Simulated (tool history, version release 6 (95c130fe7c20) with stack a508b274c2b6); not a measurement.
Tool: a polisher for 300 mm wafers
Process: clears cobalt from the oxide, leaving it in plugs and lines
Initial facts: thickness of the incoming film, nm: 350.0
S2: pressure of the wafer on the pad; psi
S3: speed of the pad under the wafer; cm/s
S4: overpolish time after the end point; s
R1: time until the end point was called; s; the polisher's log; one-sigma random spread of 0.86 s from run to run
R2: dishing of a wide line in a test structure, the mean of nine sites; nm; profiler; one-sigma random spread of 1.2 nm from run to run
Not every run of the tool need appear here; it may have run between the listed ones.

{"run": 1, "day": 0.0, "flow of slurry (ml/min)": 270, "S2": 2.5, "S3": 90, "S4": 18, "R1": 46.966, "R2": 65.775}
{"run": 2, "day": 0.317, "flow of slurry (ml/min)": 270, "S2": 2.3, "S3": 88, "S4": 19, "R1": 51.666, "R2": 62.725}
{"run": 3, "day": 0.521, "flow of slurry (ml/min)": 270, "S2": 2.7, "S3": 88, "S4": 19, "R1": 44.696, "R2": 66.077}
{"run": 4, "day": 0.596, "flow of slurry (ml/min)": 335, "S2": 2.7, "S3": 88, "S4": 19, "R1": 44.127, "R2": 67.105}
{"run": 5, "day": 0.692, "flow of slurry (ml/min)": 370, "S2": 2.7, "S3": 88, "S4": 19, "R1": 43.503, "R2": 69.188}
{"run": 6, "day": 0.75, "flow of slurry (ml/min)": 370, "S2": 2.4, "S3": 88, "S4": 19, "R1": 49.113, "R2": 62.949}

For run 7, what comes out?
{"run": 7, "day": 0.838, "flow of slurry (ml/min)": 370, "S2": 2.2, "S3": 86, "S4": 22, "R1": "?", "R2": "?"}

R1: 53.479 s
R2: 66.128 nm
